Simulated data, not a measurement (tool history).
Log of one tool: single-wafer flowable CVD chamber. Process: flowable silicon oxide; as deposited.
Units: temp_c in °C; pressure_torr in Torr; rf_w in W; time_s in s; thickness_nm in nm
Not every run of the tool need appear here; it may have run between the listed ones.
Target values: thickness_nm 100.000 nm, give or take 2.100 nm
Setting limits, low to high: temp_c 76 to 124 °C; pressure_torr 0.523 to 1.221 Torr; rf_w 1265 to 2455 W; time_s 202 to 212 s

run  hour  temp_c  pressure_torr  rf_w  time_s  thickness_nm
  1   0.0     100          0.872  1860     212       152.140
  2   8.2     100          0.872  1860     202       144.820
  3  10.2     100          0.970  1860     202       160.530
  4  16.3     100          0.970  1860     202       159.810
  5  21.6     107          0.970  1860     202       122.710
  6  29.1     118          0.970  1860     202        83.199
  7  36.8     117          0.970  1860     202        86.498
  8  39.9     112          0.971  1860     202       102.530

5 candidate next runs follow, results not yet known. Just one meets every target within its allowed miss. Identify it.
  A  43.0     114          1.020  2000     208             ?
  B  43.0     110          0.920  1690     212             ?
  C  43.0     114          1.008  1795     212             ?
  D  43.0     117          1.099  2325     211             ?
  E  43.0     116          1.068  2080     202             ?

move  thickness_nm
   A       105.490
   B       107.200
   C       103.460
   D       106.570
   E       100.760
A: further off than the last run
B: further off than the last run
C: further off than the last run
D: further off than the last run
E: meets every target
Move E is the one to make.
